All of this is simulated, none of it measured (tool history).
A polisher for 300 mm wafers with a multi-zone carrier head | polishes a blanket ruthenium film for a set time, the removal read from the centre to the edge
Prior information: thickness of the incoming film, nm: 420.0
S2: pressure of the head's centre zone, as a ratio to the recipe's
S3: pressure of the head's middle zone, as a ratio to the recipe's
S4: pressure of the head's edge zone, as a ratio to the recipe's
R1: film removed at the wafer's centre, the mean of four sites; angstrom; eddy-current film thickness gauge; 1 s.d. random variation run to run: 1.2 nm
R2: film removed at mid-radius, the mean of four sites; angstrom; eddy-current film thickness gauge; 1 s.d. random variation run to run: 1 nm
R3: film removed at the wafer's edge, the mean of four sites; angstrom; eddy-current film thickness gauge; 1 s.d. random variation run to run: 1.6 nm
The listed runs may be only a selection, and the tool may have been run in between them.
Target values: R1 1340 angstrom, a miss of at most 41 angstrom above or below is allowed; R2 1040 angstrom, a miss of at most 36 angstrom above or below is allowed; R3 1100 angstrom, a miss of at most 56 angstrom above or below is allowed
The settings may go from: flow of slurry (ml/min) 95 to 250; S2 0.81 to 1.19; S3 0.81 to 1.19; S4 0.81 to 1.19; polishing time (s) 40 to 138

run 1 hour=0 | flow_of_slurry_(ml/min)=160 S2=1 S3=1 S4=1 polishing_time_(s)=88 | R1=879.82 R2=911.47 R3=884.95
run 2 hour=8.1 | flow_of_slurry_(ml/min)=170 S2=1.03 S3=0.99 S4=1.01 polishing_time_(s)=90 | R1=948.3 R2=920.34 R3=919.59
run 3 hour=16.1 | flow_of_slurry_(ml/min)=170 S2=1.03 S3=0.99 S4=1.04 polishing_time_(s)=90 | R1=928.5 R2=898.88 R3=906.41
run 4 hour=23.6 | flow_of_slurry_(ml/min)=170 S2=1.03 S3=0.99 S4=1.04 polishing_time_(s)=98 | R1=1006.6 R2=986.2 R3=996.74
run 5 hour=26.2 | flow_of_slurry_(ml/min)=170 S2=1.03 S3=0.99 S4=1.04 polishing_time_(s)=78 | R1=807.7 R2=785.8 R3=795.7
run 6 hour=27.4 | flow_of_slurry_(ml/min)=175 S2=1.05 S3=0.98 S4=1.03 polishing_time_(s)=82 | R1=853.47 R2=823.01 R3=823.92
run 7 hour=33.5 | flow_of_slurry_(ml/min)=180 S2=1.07 S3=0.96 S4=1.02 polishing_time_(s)=86 | R1=927.14 R2=862.35 R3=856.38
run 8 hour=42.1 | flow_of_slurry_(ml/min)=225 S2=1.17 S3=0.89 S4=1.12 polishing_time_(s)=103 | R1=1278.5 R2=991.44 R3=1113.3
run 9 hour=45 | flow_of_slurry_(ml/min)=225 S2=1.17 S3=0.89 S4=1.11 polishing_time_(s)=103 | R1=1268.7 R2=986.37 R3=1118.9
run 10 hour=53.1 | flow_of_slurry_(ml/min)=225 S2=1.17 S3=0.89 S4=1.1 polishing_time_(s)=103 | R1=1272.6 R2=975.56 R3=1096
run 11 hour=58.3 | flow_of_slurry_(ml/min)=225 S2=1.17 S3=0.9 S4=1.1 polishing_time_(s)=103 | R1=1249.5 R2=991.21 R3=1098.3
run 12 hour=62.4 | flow_of_slurry_(ml/min)=225 S2=1.17 S3=0.9 S4=1.08 polishing_time_(s)=104 | R1=1274.3 R2=1019.2 R3=1127.3
run 13 hour=65.8 | flow_of_slurry_(ml/min)=225 S2=1.17 S3=0.91 S4=1.09 polishing_time_(s)=104 | R1=1269 R2=1020.2 R3=1129

Below are 5 possible settings for the next run. Only one of them brings all results inside the allowed miss of their targets. Which is it?
run A hour=69.2 | flow_of_slurry_(ml/min)=200 S2=1.19 S3=0.9 S4=0.82 polishing_time_(s)=117 | R1=? R2=? R3=?
run B hour=69.2 | flow_of_slurry_(ml/min)=210 S2=1.15 S3=1.07 S4=0.85 polishing_time_(s)=103 | R1=? R2=? R3=?
run C hour=69.2 | flow_of_slurry_(ml/min)=200 S2=1.19 S3=1.01 S4=0.81 polishing_time_(s)=108 | R1=? R2=? R3=?
run D hour=69.2 | flow_of_slurry_(ml/min)=180 S2=1.19 S3=0.91 S4=0.99 polishing_time_(s)=110 | R1=? R2=? R3=?
run E hour=69.2 | flow_of_slurry_(ml/min)=210 S2=1.13 S3=0.85 S4=1.17 polishing_time_(s)=114 | R1=? R2=? R3=?

move=A R1=1431.1 R2=1104.8 R3=1056.3
move=B R1=1227.1 R2=1132.2 R3=946.98
move=C R1=1322 R2=1123.3 R3=968.38
move=D R1=1324.6 R2=1033.3 R3=1071.4
move=E R1=1332.3 R2=1033 R3=1226.5
A: takes the result that was furthest off past its target
B: lands further from the targets than the last run did
C: brings the result that was furthest off to its target, and leaves another outside
D: all results land within tolerance of their targets
E: brings the result that was furthest off to its target, and leaves another outside
So the answer is move D, the one that meets all the targets.

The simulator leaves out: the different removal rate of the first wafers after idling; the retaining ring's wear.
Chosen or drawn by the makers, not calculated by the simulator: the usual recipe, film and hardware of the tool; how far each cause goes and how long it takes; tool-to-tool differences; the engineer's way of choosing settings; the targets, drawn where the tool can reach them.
